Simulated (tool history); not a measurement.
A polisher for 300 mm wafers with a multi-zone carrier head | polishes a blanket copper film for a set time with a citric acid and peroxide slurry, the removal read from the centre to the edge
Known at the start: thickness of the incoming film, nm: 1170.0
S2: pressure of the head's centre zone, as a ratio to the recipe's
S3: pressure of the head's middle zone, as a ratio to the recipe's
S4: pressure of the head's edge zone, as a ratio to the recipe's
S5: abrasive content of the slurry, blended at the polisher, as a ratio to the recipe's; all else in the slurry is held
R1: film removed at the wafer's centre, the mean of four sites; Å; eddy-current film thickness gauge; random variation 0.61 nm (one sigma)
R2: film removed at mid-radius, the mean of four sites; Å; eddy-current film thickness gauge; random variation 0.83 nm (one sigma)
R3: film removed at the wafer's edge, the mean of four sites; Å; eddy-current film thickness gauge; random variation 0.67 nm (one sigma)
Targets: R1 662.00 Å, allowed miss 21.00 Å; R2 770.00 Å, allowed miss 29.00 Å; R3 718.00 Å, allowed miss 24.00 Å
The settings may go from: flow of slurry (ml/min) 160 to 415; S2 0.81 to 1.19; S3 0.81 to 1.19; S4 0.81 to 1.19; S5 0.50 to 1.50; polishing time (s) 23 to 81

{"run": 1, "hour": 0.0, "flow of slurry (ml/min)": 265, "S2": 1.0, "S3": 1.0, "S4": 1.0, "S5": 1.0, "polishing time (s)": 52, "R1": 757.39, "R2": 793.39, "R3": 793.4}
{"run": 2, "hour": 2.6, "flow of slurry (ml/min)": 310, "S2": 1.0, "S3": 1.0, "S4": 1.0, "S5": 1.0, "polishing time (s)": 52, "R1": 768.42, "R2": 824.46, "R3": 794.25}
{"run": 3, "hour": 11.5, "flow of slurry (ml/min)": 345, "S2": 1.0, "S3": 1.0, "S4": 1.0, "S5": 1.0, "polishing time (s)": 52, "R1": 790.24, "R2": 819.33, "R3": 799.35}
{"run": 4, "hour": 14.6, "flow of slurry (ml/min)": 345, "S2": 1.0, "S3": 1.0, "S4": 1.0, "S5": 1.1, "polishing time (s)": 52, "R1": 786.43, "R2": 837.43, "R3": 820.29}
{"run": 5, "hour": 19.1, "flow of slurry (ml/min)": 340, "S2": 0.98, "S3": 1.0, "S4": 0.98, "S5": 1.05, "polishing time (s)": 52, "R1": 767.12, "R2": 812.03, "R3": 793.04}
{"run": 6, "hour": 25.7, "flow of slurry (ml/min)": 335, "S2": 0.96, "S3": 1.01, "S4": 0.97, "S5": 1.05, "polishing time (s)": 52, "R1": 755.76, "R2": 830.52, "R3": 800.78}
{"run": 7, "hour": 33.0, "flow of slurry (ml/min)": 330, "S2": 0.95, "S3": 1.01, "S4": 0.96, "S5": 1.0, "polishing time (s)": 52, "R1": 740.28, "R2": 803.46, "R3": 764.41}
{"run": 8, "hour": 36.3, "flow of slurry (ml/min)": 325, "S2": 0.94, "S3": 1.01, "S4": 0.96, "S5": 1.0, "polishing time (s)": 52, "R1": 730.91, "R2": 826.05, "R3": 783.6}
{"run": 9, "hour": 42.7, "flow of slurry (ml/min)": 320, "S2": 0.93, "S3": 1.01, "S4": 0.95, "S5": 1.0, "polishing time (s)": 52, "R1": 713.57, "R2": 808.72, "R3": 770.38}
{"run": 10, "hour": 49.8, "flow of slurry (ml/min)": 315, "S2": 0.92, "S3": 1.01, "S4": 0.94, "S5": 1.0, "polishing time (s)": 52, "R1": 717.42, "R2": 817.27, "R3": 769.24}
{"run": 11, "hour": 53.5, "flow of slurry (ml/min)": 315, "S2": 0.92, "S3": 1.01, "S4": 0.94, "S5": 1.0, "polishing time (s)": 52, "R1": 708.43, "R2": 822.95, "R3": 763.5}
{"run": 12, "hour": 56.2, "flow of slurry (ml/min)": 315, "S2": 0.92, "S3": 1.01, "S4": 0.94, "S5": 1.0, "polishing time (s)": 52, "R1": 720.08, "R2": 810.79, "R3": 767.79}
{"run": 13, "hour": 61.3, "flow of slurry (ml/min)": 260, "S2": 0.87, "S3": 0.99, "S4": 0.86, "S5": 0.9, "polishing time (s)": 52, "R1": 641.32, "R2": 761.51, "R3": 706.96}

Which of these 5 next moves meets every target?
{"run": "A", "hour": 66.4, "flow of slurry (ml/min)": 215, "S2": 0.86, "S3": 1.03, "S4": 0.89, "S5": 0.8, "polishing time (s)": 55, "R1": "?", "R2": "?", "R3": "?"}
{"run": "B", "hour": 66.4, "flow of slurry (ml/min)": 215, "S2": 0.93, "S3": 1.04, "S4": 0.93, "S5": 0.75, "polishing time (s)": 55, "R1": "?", "R2": "?", "R3": "?"}
{"run": "C", "hour": 66.4, "flow of slurry (ml/min)": 270, "S2": 0.82, "S3": 0.9, "S4": 0.93, "S5": 1.15, "polishing time (s)": 51, "R1": "?", "R2": "?", "R3": "?"}
{"run": "D", "hour": 66.4, "flow of slurry (ml/min)": 325, "S2": 0.84, "S3": 0.97, "S4": 0.83, "S5": 1.15, "polishing time (s)": 47, "R1": "?", "R2": "?", "R3": "?"}
{"run": "E", "hour": 66.4, "flow of slurry (ml/min)": 250, "S2": 0.87, "S3": 1.01, "S4": 0.86, "S5": 1.2, "polishing time (s)": 46, "R1": "?", "R2": "?", "R3": "?"}

move=A R1=630.12 R2=781.87 R3=718.89
move=B R1=666.37 R2=770.01 R3=716.76
move=C R1=645.53 R2=748.97 R3=782.96
move=D R1=622.10 R2=748.10 R3=694.02
move=E R1=620.86 R2=747.42 R3=684.96
A: further off than the last run
B: meets every target
C: brings the result that was furthest off to its target, and leaves another outside
D: further off than the last run
E: further off than the last run
Answer: B
